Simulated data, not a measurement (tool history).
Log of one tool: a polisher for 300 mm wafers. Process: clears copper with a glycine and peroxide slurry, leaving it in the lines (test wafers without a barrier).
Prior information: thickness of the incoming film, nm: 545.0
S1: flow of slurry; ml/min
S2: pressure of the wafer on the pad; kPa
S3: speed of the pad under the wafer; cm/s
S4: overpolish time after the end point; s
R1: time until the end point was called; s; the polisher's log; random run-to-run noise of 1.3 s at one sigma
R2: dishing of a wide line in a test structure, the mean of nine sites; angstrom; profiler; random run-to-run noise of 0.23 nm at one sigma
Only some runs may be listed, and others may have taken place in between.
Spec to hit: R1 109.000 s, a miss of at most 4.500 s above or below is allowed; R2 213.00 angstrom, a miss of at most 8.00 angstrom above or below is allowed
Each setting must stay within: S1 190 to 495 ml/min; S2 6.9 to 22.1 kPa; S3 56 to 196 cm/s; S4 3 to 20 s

run    day   S1    S2   S3  S4       R1      R2
  1  0.000  320  14.5  126  10   88.567  392.72
  2  0.371  320  12.4  126  10  101.980  355.19
  3  0.467  320  15.2  126  10   86.652  406.93
  4  0.492  320  14.5  126   9   88.360  362.65
  5  0.558  320  13.8  126   8   92.440  318.43
  6  0.583  320  13.8  126   4   91.723  172.48
  7  0.783  320  13.1  126   4   96.987  168.16
  8  0.838  320  11.0  128   9  109.330  304.04
  9  1.062  320  11.0  126   7  109.970  242.26

Pick the move, out of 4, that brings all results within their allowed miss; only one does.
  A  1.288  325  10.3  128   8   ?   ?
  B  1.288  260   9.0  154   9   ?   ?
  C  1.288  250  10.3  142   6   ?   ?
  D  1.288  300  10.3  138   9   ?   ?

move       R1      R2
   A  115.000  261.63
   B  113.570  290.09
   C  108.650  213.18
   D  109.240  301.34
A: the biggest miss grows against the last run
B: the biggest miss grows against the last run
C: each result inside its tolerance
D: the biggest miss grows against the last run
So the answer is move C, the one that meets all the targets.
